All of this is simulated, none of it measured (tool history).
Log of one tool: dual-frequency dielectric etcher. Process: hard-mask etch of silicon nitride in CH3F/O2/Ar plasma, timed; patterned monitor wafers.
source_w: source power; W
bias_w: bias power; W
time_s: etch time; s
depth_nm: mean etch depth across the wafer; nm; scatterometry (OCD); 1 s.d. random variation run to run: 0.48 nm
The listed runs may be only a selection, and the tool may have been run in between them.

{"run": 1, "hour": 0.0, "source_w": 510, "bias_w": 86, "time_s": 160, "depth_nm": 119.03}
{"run": 2, "hour": 7.9, "source_w": 510, "bias_w": 95, "time_s": 160, "depth_nm": 124.13}
{"run": 3, "hour": 15.2, "source_w": 580, "bias_w": 95, "time_s": 160, "depth_nm": 128.48}
{"run": 4, "hour": 15.8, "source_w": 580, "bias_w": 95, "time_s": 160, "depth_nm": 128.92}
{"run": 5, "hour": 22.1, "source_w": 560, "bias_w": 92, "time_s": 159.5, "depth_nm": 125.5}
{"run": 6, "hour": 30.0, "source_w": 560, "bias_w": 101, "time_s": 159.5, "depth_nm": 129.43}
{"run": 7, "hour": 37.1, "source_w": 540, "bias_w": 98, "time_s": 158.5, "depth_nm": 127.43}
{"run": 8, "hour": 41.0, "source_w": 520, "bias_w": 95, "time_s": 158, "depth_nm": 123.08}
{"run": 9, "hour": 42.6, "source_w": 500, "bias_w": 93, "time_s": 157.5, "depth_nm": 121.71}
{"run": 10, "hour": 48.3, "source_w": 490, "bias_w": 90, "time_s": 157, "depth_nm": 117.6}
{"run": 11, "hour": 54.7, "source_w": 490, "bias_w": 90, "time_s": 157, "depth_nm": 119.26}

Run 12, settings as shown, results not yet in. Your forecast:
{"run": 12, "hour": 57.4, "source_w": 480, "bias_w": 88, "time_s": 156.5, "depth_nm": "?"}

depth_nm: 116.09 nm
